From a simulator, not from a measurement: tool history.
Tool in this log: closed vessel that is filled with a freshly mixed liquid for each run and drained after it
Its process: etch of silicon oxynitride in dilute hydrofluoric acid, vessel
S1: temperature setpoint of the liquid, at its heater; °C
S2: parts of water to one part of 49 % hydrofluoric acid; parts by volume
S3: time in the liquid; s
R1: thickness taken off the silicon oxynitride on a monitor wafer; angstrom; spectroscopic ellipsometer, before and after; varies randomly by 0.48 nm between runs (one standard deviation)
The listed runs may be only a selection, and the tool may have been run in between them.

Run 1, hour 0.0: S1 24.0 °C, S2 185 parts by volume, S3 3190 s. Result: R1 381.86 angstrom.
Run 2, hour 4.3: S1 24.0 °C, S2 185 parts by volume, S3 3395 s. Result: R1 403.74 angstrom.
Run 3, hour 7.5: S1 24.0 °C, S2 130 parts by volume, S3 3395 s. Result: R1 599.69 angstrom.
Run 4, hour 9.4: S1 25.5 °C, S2 120 parts by volume, S3 3395 s. Result: R1 708.55 angstrom.
Run 5, hour 16.8: S1 27.0 °C, S2 115 parts by volume, S3 3395 s. Result: R1 797.83 angstrom.
Run 6, hour 23.4: S1 27.0 °C, S2 170 parts by volume, S3 3395 s. Result: R1 512.74 angstrom.
Run 7, hour 32.3: S1 28.0 °C, S2 155 parts by volume, S3 3395 s. Result: R1 593.58 angstrom.
Run 8, hour 40.0: S1 29.0 °C, S2 140 parts by volume, S3 3395 s. Result: R1 692.46 angstrom.
Run 9, hour 45.9: S1 29.5 °C, S2 130 parts by volume, S3 3395 s. Result: R1 772.13 angstrom.
Run 10, hour 47.4: S1 30.0 °C, S2 120 parts by volume, S3 3395 s. Result: R1 860.96 angstrom.
Run 11, hour 51.0: S1 30.0 °C, S2 120 parts by volume, S3 3395 s. Result: R1 867.87 angstrom.

The next listed run, before its measurement:
Run 12, hour 57.3: S1 30.5 °C, S2 115 parts by volume, S3 3395 s. Result: R1 ?.

R1: 925.36 angstrom

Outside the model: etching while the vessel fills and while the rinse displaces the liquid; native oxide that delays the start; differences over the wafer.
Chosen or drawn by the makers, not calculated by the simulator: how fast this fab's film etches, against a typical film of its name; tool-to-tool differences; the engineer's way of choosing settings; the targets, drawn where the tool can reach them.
